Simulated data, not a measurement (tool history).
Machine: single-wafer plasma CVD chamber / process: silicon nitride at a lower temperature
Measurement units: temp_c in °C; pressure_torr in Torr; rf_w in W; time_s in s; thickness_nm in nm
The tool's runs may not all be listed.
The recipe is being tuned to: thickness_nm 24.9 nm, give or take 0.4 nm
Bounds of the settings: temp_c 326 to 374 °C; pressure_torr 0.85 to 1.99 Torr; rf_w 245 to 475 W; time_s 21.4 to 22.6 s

run  hour  temp_c  pressure_torr  rf_w  time_s  thickness_nm
  1     0     350           1.42   360    22.6        29.102
  2   5.3     350           1.34   355    22.6        28.421
  3  11.3     350           1.34   355    22.6        28.326
  4  19.7     350           1.34   355    22.6        28.342
  5  22.2     350           1.34   355    21.4        26.852
  6  28.5     350           1.29   355    21.4        26.434
  7    34     350           1.26   355    21.4        26.312
  8  38.9     350           0.99   345    21.4        24.103
  9  43.1     350           1.01   345    21.4         24.27
 10  50.9     350           1.02   345    21.4        24.326
 11  57.3     350           1.13   350    21.4        25.327

Below are 4 possible settings for the next run. Only one of them brings all results inside the allowed miss of their targets. Which is it?
  A  63.7     353           1.08   350    21.4             ?
  B  63.7     342           1.06   355    22.6             ?
  C  63.7     362           1.08   360    21.8             ?
  D  63.7     343              1   370    21.6             ?

move  thickness_nm
   A        24.922
   B        26.494
   C        25.727
   D        25.488
A: in spec on every target
B: moves away from the targets compared with the last run
C: moves away from the targets compared with the last run
D: moves away from the targets compared with the last run
Move A is the one to make.
